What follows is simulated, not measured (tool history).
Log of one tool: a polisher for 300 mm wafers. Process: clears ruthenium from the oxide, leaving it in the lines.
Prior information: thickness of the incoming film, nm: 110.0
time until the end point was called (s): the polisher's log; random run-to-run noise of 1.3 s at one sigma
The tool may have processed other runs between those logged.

run	day	flow of slurry (ml/min)	pressure of the wafer on the pad (kPa)	speed of the pad under the wafer (cm/s)	overpolish time after the end point (s)	time until the end point was called (s)
1	0	140	18.6	92	10	87.228
2	0.342	140	14.5	92	10	112.8
3	0.621	140	14.5	112	10	93.558
4	0.75	140	11	112	10	116.12
5	0.958	140	9	112	10	136.5
6	1.146	140	11	114	10	115.27
7	1.342	140	12.4	116	10	104.33
8	1.438	140	13.8	118	10	95.52
9	1.6	140	15.2	120	10	81.395
10	1.721	140	15.9	120	10	80.732
11	1.875	140	16.5	120	10	77.071

Run 12 comes next. What will it give?
12	2.25	140	17.2	120	10	?

{"run 12": {"time until the end point was called (s)": 74.791}}

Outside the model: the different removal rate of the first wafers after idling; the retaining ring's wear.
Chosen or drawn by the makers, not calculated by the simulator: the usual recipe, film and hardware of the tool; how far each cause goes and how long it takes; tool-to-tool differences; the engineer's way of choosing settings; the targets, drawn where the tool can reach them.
